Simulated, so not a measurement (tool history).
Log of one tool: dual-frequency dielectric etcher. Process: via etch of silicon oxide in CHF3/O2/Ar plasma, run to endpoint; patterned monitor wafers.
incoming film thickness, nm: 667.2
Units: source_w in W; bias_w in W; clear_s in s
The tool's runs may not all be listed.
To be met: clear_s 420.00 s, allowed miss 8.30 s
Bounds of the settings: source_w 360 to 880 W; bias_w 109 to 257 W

run,hour,source_w,bias_w,clear_s
1,0.0,620,183,345.34
2,5.8,720,183,327.93
3,9.8,720,171,333.57
4,17.2,790,171,323.54
5,23.0,690,158,346.27
6,30.0,610,149,364.06
7,33.4,550,141,383.78
8,36.2,510,138,396.37
9,44.4,490,136,406.08
10,51.9,480,135,405.16
11,53.7,420,130,429.94

Which of these 5 next moves meets every target?
A,55.5,420,112,?
B,55.5,440,133,?
C,55.5,360,153,?
D,55.5,410,127,?
E,55.5,430,109,?

move,clear_s
A,442.26
B,420.66
C,437.87
D,435.30
E,440.81
A: further off than the last run
B: meets every target
C: further off than the last run
D: further off than the last run
E: further off than the last run
Move B is the one to make.
